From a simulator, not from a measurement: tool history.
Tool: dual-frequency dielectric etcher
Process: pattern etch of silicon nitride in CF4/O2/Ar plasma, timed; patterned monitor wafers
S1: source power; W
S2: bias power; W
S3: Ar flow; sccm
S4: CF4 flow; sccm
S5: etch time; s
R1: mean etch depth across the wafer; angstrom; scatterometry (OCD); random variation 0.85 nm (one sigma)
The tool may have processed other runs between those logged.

{"run": 1, "hour": 0.0, "S1": 670, "S2": 60, "S3": 89, "S4": 115, "S5": 144.5, "R1": 3868.1}
{"run": 2, "hour": 2.3, "S1": 670, "S2": 60, "S3": 89, "S4": 127, "S5": 144.5, "R1": 3902.9}
{"run": 3, "hour": 11.1, "S1": 650, "S2": 60, "S3": 89, "S4": 127, "S5": 144.5, "R1": 3773.7}
{"run": 4, "hour": 17.2, "S1": 650, "S2": 60, "S3": 89, "S4": 127, "S5": 151.0, "R1": 3940.9}
{"run": 5, "hour": 18.6, "S1": 650, "S2": 64, "S3": 89, "S4": 127, "S5": 151.0, "R1": 4014.4}
{"run": 6, "hour": 23.6, "S1": 650, "S2": 56, "S3": 89, "S4": 127, "S5": 151.0, "R1": 3881.7}
{"run": 7, "hour": 24.4, "S1": 630, "S2": 56, "S3": 89, "S4": 127, "S5": 151.0, "R1": 3784.8}

Predict the results of run 8:
{"run": 8, "hour": 26.8, "S1": 610, "S2": 56, "S3": 89, "S4": 127, "S5": 151.0, "R1": "?"}

{"run 8": {"R1": 3639.7}}
